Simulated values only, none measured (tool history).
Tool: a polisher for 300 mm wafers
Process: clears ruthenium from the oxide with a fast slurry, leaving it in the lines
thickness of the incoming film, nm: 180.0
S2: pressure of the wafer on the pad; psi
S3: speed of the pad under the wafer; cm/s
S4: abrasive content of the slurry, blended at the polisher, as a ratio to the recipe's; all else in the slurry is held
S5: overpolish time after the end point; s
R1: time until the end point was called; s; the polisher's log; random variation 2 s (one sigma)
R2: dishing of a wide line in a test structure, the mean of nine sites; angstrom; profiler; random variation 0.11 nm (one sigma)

run 1 hour=0 | flow_of_slurry_(ml/min)=320 S2=2.4 S3=108 S4=1 S5=8 | R1=42.631 R2=251.03
run 2 hour=7.8 | flow_of_slurry_(ml/min)=320 S2=2.3 S3=102 S4=1 S5=8 | R1=47.366 R2=230.59
run 3 hour=14.6 | flow_of_slurry_(ml/min)=320 S2=2.2 S3=98 S4=1 S5=8 | R1=51.075 R2=219.71
run 4 hour=22.4 | flow_of_slurry_(ml/min)=320 S2=2.1 S3=92 S4=1 S5=8 | R1=55.583 R2=196.88
run 5 hour=22.9 | flow_of_slurry_(ml/min)=320 S2=2 S3=88 S4=1 S5=8 | R1=63.408 R2=179.06
run 6 hour=29.4 | flow_of_slurry_(ml/min)=320 S2=2.4 S3=88 S4=1 S5=8 | R1=52.079 R2=214.64
run 7 hour=33 | flow_of_slurry_(ml/min)=320 S2=2.4 S3=88 S4=1 S5=8 | R1=52.367 R2=210.18
run 8 hour=38.5 | flow_of_slurry_(ml/min)=320 S2=2.3 S3=84 S4=1 S5=8 | R1=56.946 R2=193.58

Forecast run 9:
run 9 hour=41.9 | flow_of_slurry_(ml/min)=320 S2=2.2 S3=82 S4=1 S5=8 | R1=? R2=?

Run 9 gave R1 61.588 s, R2 184.83 angstrom.
